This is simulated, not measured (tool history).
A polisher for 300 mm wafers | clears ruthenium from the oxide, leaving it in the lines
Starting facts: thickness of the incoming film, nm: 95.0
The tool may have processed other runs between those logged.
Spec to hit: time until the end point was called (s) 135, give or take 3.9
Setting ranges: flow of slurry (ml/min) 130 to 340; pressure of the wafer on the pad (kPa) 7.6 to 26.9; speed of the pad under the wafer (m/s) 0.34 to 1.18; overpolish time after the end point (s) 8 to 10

run	hour	flow of slurry (ml/min)	pressure of the wafer on the pad (kPa)	speed of the pad under the wafer (m/s)	overpolish time after the end point (s)	time until the end point was called (s)
1	0	220	17.2	0.76	10	96.074
2	2.2	215	15.9	0.76	10	103.83
3	3.9	265	15.9	0.76	10	100.15
4	10.9	255	14.5	0.76	10	111.46
5	19.7	250	13.8	0.76	10	116.33
6	21.4	240	13.1	0.76	10	123.24
7	27.5	230	13.1	0.76	10	122.46
8	35.6	225	12.4	0.76	10	130.76
9	40.9	220	12.4	0.76	10	128.48

Next run, 5 choices. One meets every target within its allowed miss, the rest don't. Which?
A	46.2	270	11	0.9	10	?
B	46.2	240	13.8	0.74	10	?
C	46.2	215	11.7	0.84	10	?
D	46.2	255	11	0.8	10	?
E	46.2	245	13.1	0.78	9	?

move	time until the end point was called (s)
A	121.81
B	119.76
C	125.71
D	136.71
E	119.5
A: misses by more than the last run did
B: misses by more than the last run did
C: misses by more than the last run did
D: every result within its allowed miss
E: misses by more than the last run did
Answer: D
